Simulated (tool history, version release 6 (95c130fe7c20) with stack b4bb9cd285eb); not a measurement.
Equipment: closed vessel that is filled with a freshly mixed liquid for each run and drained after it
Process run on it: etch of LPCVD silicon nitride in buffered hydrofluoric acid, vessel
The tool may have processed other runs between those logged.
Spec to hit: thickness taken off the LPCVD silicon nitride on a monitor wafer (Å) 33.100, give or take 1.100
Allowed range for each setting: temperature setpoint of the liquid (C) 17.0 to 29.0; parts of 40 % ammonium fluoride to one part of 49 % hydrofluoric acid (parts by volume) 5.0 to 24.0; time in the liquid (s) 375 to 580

run    day  temperature setpoint of the liquid (C)  parts of 40 % ammonium fluoride to one part of 49 % hydrofluoric acid (parts by volume)  time in the liquid (s)  thickness taken off the LPCVD silicon nitride on a monitor wafer (Å)
  1  0.000                                    21.0                                                                                     14.5                     580                                                                46.795
  2  0.096                                    20.0                                                                                     15.0                     580                                                                43.232
  3  0.488                                    19.5                                                                                     15.5                     580                                                                40.664
  4  0.867                                    19.5                                                                                     15.5                     580                                                                40.865
  5  0.962                                    19.0                                                                                     16.0                     580                                                                37.967
  6  1.108                                    19.0                                                                                     16.0                     375                                                                24.852
  7  1.200                                    19.5                                                                                     16.0                     375                                                                25.246
  8  1.571                                    21.0                                                                                     16.0                     375                                                                27.554
  9  1.979                                    21.5                                                                                     15.5                     375                                                                29.623
 10  2.146                                    21.5                                                                                     15.0                     375                                                                30.220
 11  2.446                                    21.5                                                                                     14.5                     375                                                                31.211

Exactly one of the 5 candidate moves below puts every result within its allowed miss. Which one?
  A  2.746                                    26.0                                                                                     22.0                     420                                                                     ?
  B  2.746                                    21.5                                                                                     18.0                     495                                                                     ?
  C  2.746                                    20.5                                                                                     14.0                     375                                                                     ?
  D  2.746                                    21.0                                                                                     14.0                     415                                                                     ?
  E  2.746                                    22.5                                                                                     17.0                     395                                                                     ?

move  thickness taken off the LPCVD silicon nitride on a monitor wafer (Å)
   A                                                                30.200
   B                                                                32.946
   C                                                                30.233
   D                                                                34.404
   E                                                                29.398
A: the biggest miss grows against the last run
B: hits every target within its allowed miss
C: the biggest miss grows against the last run
D: takes the biggest miss from the last run beyond its target
E: the biggest miss grows against the last run
Answer: B
